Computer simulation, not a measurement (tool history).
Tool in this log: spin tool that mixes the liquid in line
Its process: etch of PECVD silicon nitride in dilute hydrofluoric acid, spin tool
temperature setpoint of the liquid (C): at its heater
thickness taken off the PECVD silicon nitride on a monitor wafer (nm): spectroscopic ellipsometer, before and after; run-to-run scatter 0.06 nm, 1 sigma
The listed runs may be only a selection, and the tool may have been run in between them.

run,hour,temperature setpoint of the liquid (C),parts of water to one part of 49 % hydrofluoric acid (parts by volume),time under the liquid (s),thickness taken off the PECVD silicon nitride on a monitor wafer (nm)
1,0.0,20.0,50,100,3.1992
2,6.2,21.5,45,100,3.9433
3,8.8,22.5,40,100,4.7463
4,11.8,22.5,55,100,3.5021
5,14.9,23.5,50,100,4.0743
6,18.7,23.5,70,100,2.9172
7,25.8,24.5,60,100,3.6244
8,30.4,25.0,55,100,4.1065
9,34.4,25.5,50,100,4.6990

Predict the results of run 10:
10,40.1,26.0,45,100,?

thickness taken off the PECVD silicon nitride on a monitor wafer (nm): 5.3526
